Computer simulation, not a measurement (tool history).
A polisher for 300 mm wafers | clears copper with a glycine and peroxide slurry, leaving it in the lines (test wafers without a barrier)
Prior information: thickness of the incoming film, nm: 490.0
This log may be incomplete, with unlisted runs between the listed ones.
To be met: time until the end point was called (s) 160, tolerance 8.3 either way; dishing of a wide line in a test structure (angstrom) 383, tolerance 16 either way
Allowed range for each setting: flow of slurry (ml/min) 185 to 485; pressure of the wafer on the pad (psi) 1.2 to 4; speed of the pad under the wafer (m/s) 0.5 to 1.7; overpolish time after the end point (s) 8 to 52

run	hour	flow of slurry (ml/min)	pressure of the wafer on the pad (psi)	speed of the pad under the wafer (m/s)	overpolish time after the end point (s)	time until the end point was called (s)	dishing of a wide line in a test structure (angstrom)
1	0	310	2.6	1.1	26	89.126	783.01
2	8.3	310	2.6	1.1	38	89.018	974.04
3	11.9	310	2.6	1	38	100.18	945.03
4	18.9	310	2	1	38	123.12	823.44
5	21.4	310	2	0.98	35	123.98	791.38
6	26.8	310	2	0.98	26	123.57	632.06
7	33.8	310	2	0.96	24	127.32	595.9
8	37.6	310	2	0.96	23	126.63	575.2
9	45.7	310	2	0.96	22	123.83	548.66
10	54.7	310	1.9	0.96	21	127.28	518.26
11	55.5	310	1.2	0.88	15	185.51	287.03
12	60.7	310	1.2	0.88	15	185.3	276.46
13	63	310	1.5	0.86	17	163.01	352.83

Exactly one of the 4 candidate moves below puts every result within its allowed miss. Which one?
A	65.3	265	1.5	0.98	14	?	?
B	65.3	280	1.8	0.8	15	?	?
C	65.3	240	1.4	1	18	?	?
D	65.3	295	1.2	1.18	20	?	?

move	time until the end point was called (s)	dishing of a wide line in a test structure (angstrom)
A	151.59	319.17
B	151.68	342.07
C	158.5	379.59
D	155.34	415.65
A: misses by more than the last run did
B: misses by more than the last run did
C: in spec on every target
D: takes the biggest miss from the last run beyond its target
Correct choice: C, which meets every target

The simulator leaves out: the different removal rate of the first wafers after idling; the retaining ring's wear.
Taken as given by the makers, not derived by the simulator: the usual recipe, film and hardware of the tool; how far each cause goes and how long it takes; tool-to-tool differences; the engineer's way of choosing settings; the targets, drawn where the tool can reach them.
